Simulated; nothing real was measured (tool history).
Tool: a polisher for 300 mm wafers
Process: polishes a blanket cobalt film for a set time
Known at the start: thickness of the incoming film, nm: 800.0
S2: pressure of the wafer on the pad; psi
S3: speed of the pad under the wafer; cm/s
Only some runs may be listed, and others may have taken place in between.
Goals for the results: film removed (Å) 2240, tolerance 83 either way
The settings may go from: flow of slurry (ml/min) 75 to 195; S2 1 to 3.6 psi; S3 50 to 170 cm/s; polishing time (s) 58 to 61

run 1 hour=0 | flow_of_slurry_(ml/min)=125 S2=2.3 S3=110 polishing_time_(s)=58 | film_removed_(Å)=3124.2
run 2 hour=4.1 | flow_of_slurry_(ml/min)=120 S2=2.1 S3=110 polishing_time_(s)=58 | film_removed_(Å)=2815.3
run 3 hour=9.8 | flow_of_slurry_(ml/min)=115 S2=2 S3=110 polishing_time_(s)=58 | film_removed_(Å)=2696.3
run 4 hour=14.9 | flow_of_slurry_(ml/min)=110 S2=1.9 S3=110 polishing_time_(s)=58 | film_removed_(Å)=2506
run 5 hour=18.6 | flow_of_slurry_(ml/min)=110 S2=1.4 S3=110 polishing_time_(s)=58 | film_removed_(Å)=1940
run 6 hour=26.1 | flow_of_slurry_(ml/min)=110 S2=1.9 S3=110 polishing_time_(s)=58 | film_removed_(Å)=2498.3
run 7 hour=32.9 | flow_of_slurry_(ml/min)=105 S2=1.9 S3=110 polishing_time_(s)=58 | film_removed_(Å)=2477.7
run 8 hour=40.8 | flow_of_slurry_(ml/min)=100 S2=1.9 S3=110 polishing_time_(s)=58 | film_removed_(Å)=2409.2
run 9 hour=49.6 | flow_of_slurry_(ml/min)=100 S2=1.9 S3=110 polishing_time_(s)=58 | film_removed_(Å)=2445.1
run 10 hour=55.2 | flow_of_slurry_(ml/min)=95 S2=1.9 S3=110 polishing_time_(s)=58 | film_removed_(Å)=2409.8
run 11 hour=57.3 | flow_of_slurry_(ml/min)=90 S2=1.9 S3=110 polishing_time_(s)=58 | film_removed_(Å)=2389.7

Consider the 4 candidate settings below. Which is the only one whose results all fall within their allowed miss of target?
run A hour=59.4 | flow_of_slurry_(ml/min)=75 S2=1.9 S3=104 polishing_time_(s)=58 | film_removed_(Å)=?
run B hour=59.4 | flow_of_slurry_(ml/min)=120 S2=1.6 S3=110 polishing_time_(s)=58 | film_removed_(Å)=?
run C hour=59.4 | flow_of_slurry_(ml/min)=90 S2=1.7 S3=104 polishing_time_(s)=58 | film_removed_(Å)=?
run D hour=59.4 | flow_of_slurry_(ml/min)=75 S2=1.9 S3=126 polishing_time_(s)=59 | film_removed_(Å)=?

move=A film_removed_(Å)=2097.1
move=B film_removed_(Å)=2273.4
move=C film_removed_(Å)=2056.9
move=D film_removed_(Å)=2570.3
A: pushes the last run's worst result past its target
B: hits every target within its allowed miss
C: pushes the last run's worst result past its target
D: further off than the last run
Go with B: it meets all targets.

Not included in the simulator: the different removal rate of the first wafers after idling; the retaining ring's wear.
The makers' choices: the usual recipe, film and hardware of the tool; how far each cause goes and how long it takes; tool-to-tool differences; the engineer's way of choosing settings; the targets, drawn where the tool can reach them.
